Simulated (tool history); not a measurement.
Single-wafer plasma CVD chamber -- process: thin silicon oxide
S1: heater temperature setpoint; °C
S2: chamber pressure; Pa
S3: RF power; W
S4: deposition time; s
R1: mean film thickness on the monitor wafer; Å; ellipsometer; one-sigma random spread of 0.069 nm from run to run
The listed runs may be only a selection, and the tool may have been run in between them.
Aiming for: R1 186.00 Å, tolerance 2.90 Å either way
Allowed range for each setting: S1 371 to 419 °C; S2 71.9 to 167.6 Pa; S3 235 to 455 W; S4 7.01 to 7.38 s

Run 1, hour 0.0: S1 395 °C, S2 119.7 Pa, S3 345 W, S4 7.38 s. Result: R1 162.72 Å.
Run 2, hour 8.5: S1 395 °C, S2 123.7 Pa, S3 345 W, S4 7.38 s. Result: R1 167.62 Å.
Run 3, hour 16.0: S1 395 °C, S2 123.7 Pa, S3 385 W, S4 7.38 s. Result: R1 172.45 Å.
Run 4, hour 22.2: S1 390 °C, S2 123.7 Pa, S3 385 W, S4 7.38 s. Result: R1 172.68 Å.
Run 5, hour 28.2: S1 390 °C, S2 123.7 Pa, S3 385 W, S4 7.01 s. Result: R1 163.71 Å.
Run 6, hour 32.8: S1 400 °C, S2 123.7 Pa, S3 385 W, S4 7.01 s. Result: R1 162.66 Å.
Run 7, hour 34.8: S1 400 °C, S2 127.7 Pa, S3 385 W, S4 7.01 s. Result: R1 167.49 Å.
Run 8, hour 43.3: S1 400 °C, S2 130.9 Pa, S3 385 W, S4 7.01 s. Result: R1 171.30 Å.
Run 9, hour 46.1: S1 400 °C, S2 133.5 Pa, S3 385 W, S4 7.01 s. Result: R1 173.13 Å.

Which of these 5 next moves meets every target?
Run A, hour 48.9: S1 406 °C, S2 141.3 Pa, S3 400 W, S4 7.38 s. Result: R1 ?.
Run B, hour 48.9: S1 396 °C, S2 158.5 Pa, S3 390 W, S4 7.01 s. Result: R1 ?.
Run C, hour 48.9: S1 396 °C, S2 130.5 Pa, S3 425 W, S4 7.38 s. Result: R1 ?.
Run D, hour 48.9: S1 396 °C, S2 146.0 Pa, S3 365 W, S4 7.38 s. Result: R1 ?.
Run E, hour 48.9: S1 388 °C, S2 142.0 Pa, S3 385 W, S4 7.38 s. Result: R1 ?.

move      R1
   A  190.60
   B  195.19
   C  184.97
   D  190.97
   E  191.15
A: takes the biggest miss from the last run beyond its target
B: takes the biggest miss from the last run beyond its target
C: every result within its allowed miss
D: takes the biggest miss from the last run beyond its target
E: takes the biggest miss from the last run beyond its target
C is the move that brings every result within its allowed miss.
